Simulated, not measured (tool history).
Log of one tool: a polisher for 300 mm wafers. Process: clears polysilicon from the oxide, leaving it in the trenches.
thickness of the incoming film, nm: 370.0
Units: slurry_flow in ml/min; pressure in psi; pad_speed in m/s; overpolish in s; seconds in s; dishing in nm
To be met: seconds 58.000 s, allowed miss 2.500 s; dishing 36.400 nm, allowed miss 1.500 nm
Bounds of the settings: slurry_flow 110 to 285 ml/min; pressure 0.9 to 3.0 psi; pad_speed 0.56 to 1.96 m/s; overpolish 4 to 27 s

{"run": 1, "hour": 0.0, "slurry_flow": 180, "pressure": 1.9, "pad_speed": 1.26, "overpolish": 14, "seconds": 35.439, "dishing": 38.536}
{"run": 2, "hour": 5.3, "slurry_flow": 180, "pressure": 1.7, "pad_speed": 1.26, "overpolish": 14, "seconds": 40.22, "dishing": 38.451}
{"run": 3, "hour": 12.3, "slurry_flow": 180, "pressure": 1.5, "pad_speed": 1.26, "overpolish": 13, "seconds": 44.526, "dishing": 37.132}
{"run": 4, "hour": 19.4, "slurry_flow": 180, "pressure": 1.8, "pad_speed": 1.26, "overpolish": 13, "seconds": 37.31, "dishing": 38.853}
{"run": 5, "hour": 24.3, "slurry_flow": 180, "pressure": 2.2, "pad_speed": 1.26, "overpolish": 13, "seconds": 30.348, "dishing": 39.17}
{"run": 6, "hour": 25.6, "slurry_flow": 180, "pressure": 2.2, "pad_speed": 1.26, "overpolish": 11, "seconds": 31.106, "dishing": 38.274}
{"run": 7, "hour": 28.1, "slurry_flow": 180, "pressure": 1.9, "pad_speed": 1.24, "overpolish": 11, "seconds": 36.826, "dishing": 37.375}
{"run": 8, "hour": 33.4, "slurry_flow": 180, "pressure": 1.7, "pad_speed": 1.24, "overpolish": 12, "seconds": 40.905, "dishing": 37.435}
{"run": 9, "hour": 35.2, "slurry_flow": 180, "pressure": 1.5, "pad_speed": 1.24, "overpolish": 12, "seconds": 45.724, "dishing": 36.804}
{"run": 10, "hour": 43.2, "slurry_flow": 180, "pressure": 1.4, "pad_speed": 1.24, "overpolish": 13, "seconds": 47.953, "dishing": 36.469}
{"run": 11, "hour": 51.4, "slurry_flow": 180, "pressure": 1.3, "pad_speed": 1.24, "overpolish": 14, "seconds": 52.142, "dishing": 36.173}
{"run": 12, "hour": 54.3, "slurry_flow": 180, "pressure": 1.3, "pad_speed": 1.24, "overpolish": 15, "seconds": 52.853, "dishing": 36.947}

5 next moves are on the table. One of them brings every result within its allowed miss. Which?
{"run": "A", "hour": 57.2, "slurry_flow": 195, "pressure": 1.3, "pad_speed": 0.98, "overpolish": 13, "seconds": "?", "dishing": "?"}
{"run": "B", "hour": 57.2, "slurry_flow": 185, "pressure": 1.4, "pad_speed": 1.22, "overpolish": 18, "seconds": "?", "dishing": "?"}
{"run": "C", "hour": 57.2, "slurry_flow": 195, "pressure": 1.0, "pad_speed": 1.44, "overpolish": 17, "seconds": "?", "dishing": "?"}
{"run": "D", "hour": 57.2, "slurry_flow": 165, "pressure": 1.1, "pad_speed": 1.32, "overpolish": 27, "seconds": "?", "dishing": "?"}
{"run": "E", "hour": 57.2, "slurry_flow": 145, "pressure": 1.5, "pad_speed": 1.02, "overpolish": 12, "seconds": "?", "dishing": "?"}

move=A seconds=65.191 dishing=33.405
move=B seconds=49.540 dishing=38.127
move=C seconds=57.642 dishing=36.968
move=D seconds=58.886 dishing=38.883
move=E seconds=57.581 dishing=33.893
A: takes the result that was furthest off past its target
B: further off than the last run
C: meets every target
D: brings the result that was furthest off to its target, and leaves another outside
E: brings the result that was furthest off to its target, and leaves another outside
Answer: C
